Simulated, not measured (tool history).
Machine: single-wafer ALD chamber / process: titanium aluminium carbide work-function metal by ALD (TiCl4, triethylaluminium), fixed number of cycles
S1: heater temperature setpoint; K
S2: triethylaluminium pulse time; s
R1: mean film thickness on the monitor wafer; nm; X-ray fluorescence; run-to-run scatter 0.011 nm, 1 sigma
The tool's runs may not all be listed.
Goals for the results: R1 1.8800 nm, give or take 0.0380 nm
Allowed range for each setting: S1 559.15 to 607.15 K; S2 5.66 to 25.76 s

run    day      S1     S2      R1
  1  0.000  583.15  15.71  2.1265
  2  0.171  579.15  14.35  2.0771
  3  0.479  579.15  10.76  2.0340
  4  0.525  577.15  10.36  2.0212
  5  0.746  575.15   9.98  2.0006
  6  1.104  575.15  13.84  2.0154
  7  1.379  573.15  13.69  2.0358
  8  1.671  571.15  12.69  1.9711
  9  1.792  570.15  12.54  1.9612
 10  2.029  569.15  12.40  1.9635
 11  2.096  568.15  12.21  1.9668
 12  2.238  567.15  11.84  1.9395
 13  2.508  566.15  11.71  1.9306

Which of these 4 next moves meets every target?
  A  2.779  563.15  10.72   ?
  B  2.779  577.15   9.34   ?
  C  2.779  566.15  18.63   ?
  D  2.779  575.15  12.96   ?

move      R1
   A  1.8924
   B  1.9849
   C  1.9801
   D  2.0479
A: every result lands within tolerance
B: the biggest miss grows against the last run
C: the biggest miss grows against the last run
D: the biggest miss grows against the last run
Go with A: it meets all targets.
